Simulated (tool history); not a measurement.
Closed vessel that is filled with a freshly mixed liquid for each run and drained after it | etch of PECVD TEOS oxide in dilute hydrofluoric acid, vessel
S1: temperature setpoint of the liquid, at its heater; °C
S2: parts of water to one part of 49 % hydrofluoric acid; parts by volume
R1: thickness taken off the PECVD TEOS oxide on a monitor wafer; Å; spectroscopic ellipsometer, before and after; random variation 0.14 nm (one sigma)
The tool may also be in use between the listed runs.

{"run": 1, "day": 0.0, "S1": 22.0, "S2": 150, "time in the liquid (s)": 245, "R1": 420.45}
{"run": 2, "day": 0.162, "S1": 22.0, "S2": 150, "time in the liquid (s)": 265, "R1": 458.49}
{"run": 3, "day": 0.392, "S1": 22.0, "S2": 105, "time in the liquid (s)": 265, "R1": 688.31}
{"run": 4, "day": 0.704, "S1": 21.5, "S2": 120, "time in the liquid (s)": 265, "R1": 580.66}
{"run": 5, "day": 0.867, "S1": 21.0, "S2": 130, "time in the liquid (s)": 265, "R1": 525.38}
{"run": 6, "day": 1.188, "S1": 20.5, "S2": 140, "time in the liquid (s)": 265, "R1": 469.3}
{"run": 7, "day": 1.567, "S1": 20.0, "S2": 150, "time in the liquid (s)": 265, "R1": 421.04}
{"run": 8, "day": 1.879, "S1": 19.5, "S2": 155, "time in the liquid (s)": 265, "R1": 400.78}
{"run": 9, "day": 1.992, "S1": 19.0, "S2": 160, "time in the liquid (s)": 265, "R1": 376.88}

The next listed run, before its measurement:
{"run": 10, "day": 2.288, "S1": 18.5, "S2": 165, "time in the liquid (s)": 265, "R1": "?"}

Run 10 gave R1 359.44 Å.
